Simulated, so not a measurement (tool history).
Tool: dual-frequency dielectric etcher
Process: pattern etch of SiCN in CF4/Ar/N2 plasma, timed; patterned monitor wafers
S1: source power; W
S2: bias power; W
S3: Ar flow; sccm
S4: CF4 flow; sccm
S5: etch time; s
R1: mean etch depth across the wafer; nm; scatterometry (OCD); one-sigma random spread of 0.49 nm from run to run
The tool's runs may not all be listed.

run 1 hour=0 | S1=590 S2=50 S3=115 S4=43 S5=125.5 | R1=109.82
run 2 hour=5.2 | S1=590 S2=50 S3=97 S4=43 S5=125.5 | R1=111.86
run 3 hour=9.6 | S1=590 S2=50 S3=84 S4=43 S5=125.5 | R1=114.87
run 4 hour=10.9 | S1=590 S2=50 S3=84 S4=37 S5=125.5 | R1=111.28
run 5 hour=14.7 | S1=680 S2=50 S3=84 S4=37 S5=125.5 | R1=121.44
-- hour=16 bias power generator calibrated
run 6 hour=16 | S1=650 S2=50 S3=84 S4=37 S5=125.5 | R1=118.24
run 7 hour=21.3 | S1=530 S2=49 S3=84 S4=37 S5=125.5 | R1=105.86

Run 8, settings as shown, results not yet in. Your forecast:
run 8 hour=23.7 | S1=520 S2=49 S3=84 S4=37 S5=125.5 | R1=?

Run 8 measured R1 104.4 nm.
